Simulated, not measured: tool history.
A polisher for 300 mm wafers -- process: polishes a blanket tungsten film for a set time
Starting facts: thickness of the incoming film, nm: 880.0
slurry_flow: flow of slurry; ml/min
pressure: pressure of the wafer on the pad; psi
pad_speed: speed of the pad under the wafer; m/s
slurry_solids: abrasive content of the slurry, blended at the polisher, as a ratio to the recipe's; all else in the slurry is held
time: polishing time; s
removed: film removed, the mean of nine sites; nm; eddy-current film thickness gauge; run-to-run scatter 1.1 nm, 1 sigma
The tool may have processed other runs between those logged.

Run 1, hour 0: slurry_flow 195 ml/min, pressure 3.2 psi, pad_speed 1.06 m/s, slurry_solids 1, time 48 s. Result: removed 175.16 nm.
Run 2, hour 5: slurry_flow 195 ml/min, pressure 3.2 psi, pad_speed 1.2 m/s, slurry_solids 1, time 48 s. Result: removed 195.8 nm.
Run 3, hour 7.6: slurry_flow 150 ml/min, pressure 3.2 psi, pad_speed 1.2 m/s, slurry_solids 1, time 48 s. Result: removed 195.52 nm.
Run 4, hour 9.6: slurry_flow 150 ml/min, pressure 2.7 psi, pad_speed 1.2 m/s, slurry_solids 1, time 48 s. Result: removed 167.41 nm.
Run 5, hour 17.3: slurry_flow 135 ml/min, pressure 2.7 psi, pad_speed 1.2 m/s, slurry_solids 1, time 48 s. Result: removed 165.52 nm.
Run 6, hour 21.7: slurry_flow 135 ml/min, pressure 2.7 psi, pad_speed 1.2 m/s, slurry_solids 1, time 48 s. Result: removed 161.54 nm.

What does the tool deliver on the next run?
Run 7, hour 28.4: slurry_flow 135 ml/min, pressure 2.4 psi, pad_speed 1.2 m/s, slurry_solids 1, time 48 s. Result: removed ?.

removed: 147.64 nm

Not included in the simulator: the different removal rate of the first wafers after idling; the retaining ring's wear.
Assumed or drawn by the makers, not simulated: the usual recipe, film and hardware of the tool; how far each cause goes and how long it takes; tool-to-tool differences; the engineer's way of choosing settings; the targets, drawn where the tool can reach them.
